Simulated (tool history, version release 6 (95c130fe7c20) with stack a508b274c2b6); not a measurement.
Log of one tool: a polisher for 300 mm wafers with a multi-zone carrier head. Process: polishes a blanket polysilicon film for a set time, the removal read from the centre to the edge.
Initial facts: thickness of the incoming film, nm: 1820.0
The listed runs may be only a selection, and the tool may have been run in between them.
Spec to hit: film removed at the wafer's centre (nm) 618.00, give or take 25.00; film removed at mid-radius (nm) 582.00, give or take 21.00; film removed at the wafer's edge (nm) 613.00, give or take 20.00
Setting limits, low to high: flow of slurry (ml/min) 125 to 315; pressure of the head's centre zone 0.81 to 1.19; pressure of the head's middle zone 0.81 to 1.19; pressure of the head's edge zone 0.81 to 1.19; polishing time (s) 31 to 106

run,hour,flow of slurry (ml/min),pressure of the head's centre zone,pressure of the head's middle zone,pressure of the head's edge zone,polishing time (s),film removed at the wafer's centre (nm),film removed at mid-radius (nm),film removed at the wafer's edge (nm)
1,0.0,205,1.00,1.00,1.00,68,707.19,711.07,740.58
2,7.4,200,1.00,0.98,0.97,66,658.27,682.82,710.14
3,14.7,200,1.00,0.98,0.97,75,748.93,775.13,812.31
4,21.5,200,1.00,0.98,0.97,66,660.10,677.59,706.23
# hour 22.9: edge zone pressure recalibrated
5,22.9,200,1.00,0.98,1.00,66,671.51,669.47,685.62
6,27.1,200,1.00,0.98,1.00,80,832.91,809.68,832.15
7,35.4,185,0.98,0.97,1.04,76,750.38,768.32,799.81
8,40.9,175,0.95,0.87,0.94,62,593.37,578.79,621.23

Which of these 5 next moves meets every target?
A,46.4,175,0.89,0.85,0.94,62,?,?,?
B,46.4,180,0.92,0.85,0.98,61,?,?,?
C,46.4,210,1.00,0.81,1.03,62,?,?,?
D,46.4,180,0.85,0.84,0.89,65,?,?,?
E,46.4,185,1.00,0.87,0.94,61,?,?,?

move,film removed at the wafer's centre (nm),film removed at mid-radius (nm),film removed at the wafer's edge (nm)
A,552.64,585.41,617.49
B,564.26,578.82,621.97
C,638.38,588.59,660.01
D,558.03,613.36,633.67
E,614.00,588.43,611.88
A: the biggest miss grows against the last run
B: the biggest miss grows against the last run
C: corrects the largest miss of the last run, while another result sits out of spec
D: the biggest miss grows against the last run
E: all results land within tolerance of their targets
Answer: E
